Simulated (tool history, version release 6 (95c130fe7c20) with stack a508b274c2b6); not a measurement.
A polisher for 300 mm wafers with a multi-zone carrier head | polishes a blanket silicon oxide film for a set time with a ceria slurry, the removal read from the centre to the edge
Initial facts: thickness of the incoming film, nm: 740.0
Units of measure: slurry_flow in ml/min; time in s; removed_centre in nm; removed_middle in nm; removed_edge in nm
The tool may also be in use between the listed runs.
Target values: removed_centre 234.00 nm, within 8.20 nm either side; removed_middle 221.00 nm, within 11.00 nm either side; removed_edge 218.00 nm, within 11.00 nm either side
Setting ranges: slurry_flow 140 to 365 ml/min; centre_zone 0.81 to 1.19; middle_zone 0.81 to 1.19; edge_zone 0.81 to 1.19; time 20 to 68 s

Run 1, hour 0.0: slurry_flow 235 ml/min, centre_zone 1.00, middle_zone 1.00, edge_zone 1.00, time 44 s. Result: removed_centre 298.73 nm, removed_middle 293.57 nm, removed_edge 307.31 nm.
Run 2, hour 4.3: slurry_flow 235 ml/min, centre_zone 1.00, middle_zone 1.07, edge_zone 1.00, time 44 s. Result: removed_centre 301.18 nm, removed_middle 310.35 nm, removed_edge 314.90 nm.
Run 3, hour 10.3: slurry_flow 235 ml/min, centre_zone 1.00, middle_zone 1.07, edge_zone 1.08, time 44 s. Result: removed_centre 296.44 nm, removed_middle 306.78 nm, removed_edge 318.80 nm.
Run 4, hour 16.6: slurry_flow 235 ml/min, centre_zone 1.00, middle_zone 1.07, edge_zone 1.17, time 44 s. Result: removed_centre 295.88 nm, removed_middle 302.34 nm, removed_edge 334.86 nm.
Run 5, hour 23.0: slurry_flow 235 ml/min, centre_zone 1.00, middle_zone 1.07, edge_zone 1.17, time 48 s. Result: removed_centre 324.67 nm, removed_middle 338.37 nm, removed_edge 363.78 nm.
Run 6, hour 31.5: slurry_flow 235 ml/min, centre_zone 1.01, middle_zone 1.07, edge_zone 1.13, time 45 s. Result: removed_centre 305.91 nm, removed_middle 318.10 nm, removed_edge 336.92 nm.
Run 7, hour 32.7: slurry_flow 240 ml/min, centre_zone 1.02, middle_zone 1.06, edge_zone 1.09, time 43 s. Result: removed_centre 297.77 nm, removed_middle 292.94 nm, removed_edge 314.63 nm.
Run 8, hour 39.5: slurry_flow 250 ml/min, centre_zone 1.00, middle_zone 1.12, edge_zone 0.99, time 31 s. Result: removed_centre 210.50 nm, removed_middle 230.84 nm, removed_edge 219.83 nm.
Run 9, hour 42.3: slurry_flow 250 ml/min, centre_zone 1.02, middle_zone 1.11, edge_zone 0.99, time 31 s. Result: removed_centre 214.82 nm, removed_middle 224.73 nm, removed_edge 220.38 nm.
Run 10, hour 46.9: slurry_flow 250 ml/min, centre_zone 1.03, middle_zone 1.11, edge_zone 0.98, time 31 s. Result: removed_centre 223.27 nm, removed_middle 220.28 nm, removed_edge 213.69 nm.
Run 11, hour 52.0: slurry_flow 250 ml/min, centre_zone 1.03, middle_zone 1.11, edge_zone 0.98, time 31 s. Result: removed_centre 219.57 nm, removed_middle 228.22 nm, removed_edge 221.84 nm.

Pick the move, out of 4, that brings all results within their allowed miss; only one does.
Run A, hour 57.1: slurry_flow 300 ml/min, centre_zone 1.07, middle_zone 1.05, edge_zone 0.96, time 31 s. Result: removed_centre ?, removed_middle ?, removed_edge ?.
Run B, hour 57.1: slurry_flow 245 ml/min, centre_zone 1.02, middle_zone 1.17, edge_zone 0.95, time 30 s. Result: removed_centre ?, removed_middle ?, removed_edge ?.
Run C, hour 57.1: slurry_flow 235 ml/min, centre_zone 0.98, middle_zone 1.15, edge_zone 0.99, time 31 s. Result: removed_centre ?, removed_middle ?, removed_edge ?.
Run D, hour 57.1: slurry_flow 225 ml/min, centre_zone 1.03, middle_zone 1.07, edge_zone 0.99, time 32 s. Result: removed_centre ?, removed_middle ?, removed_edge ?.

move  removed_centre  removed_middle  removed_edge
   A          232.93          225.87        217.42
   B          207.78          227.45        204.44
   C          204.55          230.76        214.35
   D          219.96          225.51        220.17
A: in spec on every target
B: moves away from the targets compared with the last run
C: moves away from the targets compared with the last run
D: about the same distance from the targets as the last run
Answer: A

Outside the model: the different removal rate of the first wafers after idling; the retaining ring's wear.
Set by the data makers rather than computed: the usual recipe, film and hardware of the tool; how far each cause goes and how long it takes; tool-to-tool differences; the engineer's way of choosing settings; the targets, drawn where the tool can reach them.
